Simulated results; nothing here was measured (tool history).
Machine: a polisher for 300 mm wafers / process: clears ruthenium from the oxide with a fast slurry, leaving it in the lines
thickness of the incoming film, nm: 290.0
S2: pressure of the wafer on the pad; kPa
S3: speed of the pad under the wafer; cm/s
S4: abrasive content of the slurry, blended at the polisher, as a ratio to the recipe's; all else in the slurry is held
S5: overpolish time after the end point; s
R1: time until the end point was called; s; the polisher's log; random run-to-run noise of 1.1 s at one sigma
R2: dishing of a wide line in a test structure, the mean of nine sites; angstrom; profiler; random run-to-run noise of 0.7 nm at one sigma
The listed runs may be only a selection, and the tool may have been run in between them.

{"run": 1, "day": 0.0, "flow of slurry (ml/min)": 235, "S2": 16.5, "S3": 80, "S4": 1.0, "S5": 19, "R1": 106.77, "R2": 306.28}
{"run": 2, "day": 0.367, "flow of slurry (ml/min)": 235, "S2": 17.2, "S3": 80, "S4": 1.0, "S5": 19, "R1": 100.86, "R2": 310.19}
{"run": 3, "day": 0.546, "flow of slurry (ml/min)": 235, "S2": 13.8, "S3": 80, "S4": 1.0, "S5": 19, "R1": 125.87, "R2": 280.19}
{"run": 4, "day": 0.862, "flow of slurry (ml/min)": 235, "S2": 17.2, "S3": 80, "S4": 1.0, "S5": 19, "R1": 103.37, "R2": 309.09}
{"run": 5, "day": 1.142, "flow of slurry (ml/min)": 235, "S2": 17.9, "S3": 80, "S4": 1.0, "S5": 20, "R1": 97.369, "R2": 330.23}
{"run": 6, "day": 1.421, "flow of slurry (ml/min)": 235, "S2": 18.6, "S3": 80, "S4": 1.0, "S5": 20, "R1": 95.592, "R2": 332.5}
{"run": 7, "day": 1.642, "flow of slurry (ml/min)": 235, "S2": 19.3, "S3": 80, "S4": 1.0, "S5": 20, "R1": 90.538, "R2": 347.12}
{"run": 8, "day": 1.688, "flow of slurry (ml/min)": 235, "S2": 20.0, "S3": 80, "S4": 1.0, "S5": 20, "R1": 86.875, "R2": 343.26}
{"run": 9, "day": 2.012, "flow of slurry (ml/min)": 235, "S2": 20.0, "S3": 80, "S4": 1.0, "S5": 20, "R1": 85.537, "R2": 350.95}

Run 10 has not been measured yet. What should we expect?
{"run": 10, "day": 2.312, "flow of slurry (ml/min)": 235, "S2": 20.7, "S3": 80, "S4": 1.0, "S5": 21, "R1": "?", "R2": "?"}

Run 10 came out at R1 84.088 s, R2 372.46 angstrom.
